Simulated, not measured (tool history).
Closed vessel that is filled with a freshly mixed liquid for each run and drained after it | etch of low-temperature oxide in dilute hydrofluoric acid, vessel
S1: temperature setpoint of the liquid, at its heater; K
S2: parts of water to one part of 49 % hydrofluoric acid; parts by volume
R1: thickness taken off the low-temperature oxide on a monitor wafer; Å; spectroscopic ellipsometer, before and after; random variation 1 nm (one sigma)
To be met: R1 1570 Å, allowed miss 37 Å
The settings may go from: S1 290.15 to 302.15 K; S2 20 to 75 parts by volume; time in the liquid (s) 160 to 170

Run 1, hour 0: S1 294.15 K, S2 45 parts by volume, time in the liquid (s) 160. Result: R1 696.71 Å.
Run 2, hour 5: S1 294.15 K, S2 55 parts by volume, time in the liquid (s) 160. Result: R1 565.21 Å.
Run 3, hour 13.9: S1 294.15 K, S2 50 parts by volume, time in the liquid (s) 160. Result: R1 626.57 Å.
Run 4, hour 18.9: S1 295.65 K, S2 45 parts by volume, time in the liquid (s) 160. Result: R1 746.45 Å.
Run 5, hour 19.9: S1 295.65 K, S2 45 parts by volume, time in the liquid (s) 160. Result: R1 740.69 Å.
Run 6, hour 27.4: S1 297.15 K, S2 40 parts by volume, time in the liquid (s) 160. Result: R1 896.39 Å.
At hour 30.7: hydrofluoric acid flow meter replaced.
Run 7, hour 30.7: S1 298.15 K, S2 35 parts by volume, time in the liquid (s) 160. Result: R1 1151.7 Å.
Run 8, hour 37.4: S1 299.15 K, S2 35 parts by volume, time in the liquid (s) 160. Result: R1 1205.2 Å.
Run 9, hour 40.2: S1 299.65 K, S2 35 parts by volume, time in the liquid (s) 160. Result: R1 1225.6 Å.
Run 10, hour 44.4: S1 300.15 K, S2 35 parts by volume, time in the liquid (s) 160. Result: R1 1250.6 Å.
Run 11, hour 51.8: S1 300.65 K, S2 35 parts by volume, time in the liquid (s) 160. Result: R1 1294.9 Å.
Run 12, hour 58.9: S1 301.15 K, S2 35 parts by volume, time in the liquid (s) 160. Result: R1 1307.4 Å.

5 next moves are on the table. One of them brings every result within its allowed miss. Which?
Run A, hour 66: S1 302.15 K, S2 30 parts by volume, time in the liquid (s) 170. Result: R1 ?.
Run B, hour 66: S1 300.15 K, S2 30 parts by volume, time in the liquid (s) 170. Result: R1 ?.
Run C, hour 66: S1 301.65 K, S2 35 parts by volume, time in the liquid (s) 170. Result: R1 ?.
Run D, hour 66: S1 300.15 K, S2 40 parts by volume, time in the liquid (s) 170. Result: R1 ?.
Run E, hour 66: S1 295.65 K, S2 35 parts by volume, time in the liquid (s) 160. Result: R1 ?.

move      R1
   A  1707.1
   B  1573.8
   C  1423.1
   D  1163.4
   E  1046.1
A: takes the result that was furthest off past its target
B: meets every target
C: nearer than the last run, and not there yet
D: further off than the last run
E: further off than the last run
Answer: B

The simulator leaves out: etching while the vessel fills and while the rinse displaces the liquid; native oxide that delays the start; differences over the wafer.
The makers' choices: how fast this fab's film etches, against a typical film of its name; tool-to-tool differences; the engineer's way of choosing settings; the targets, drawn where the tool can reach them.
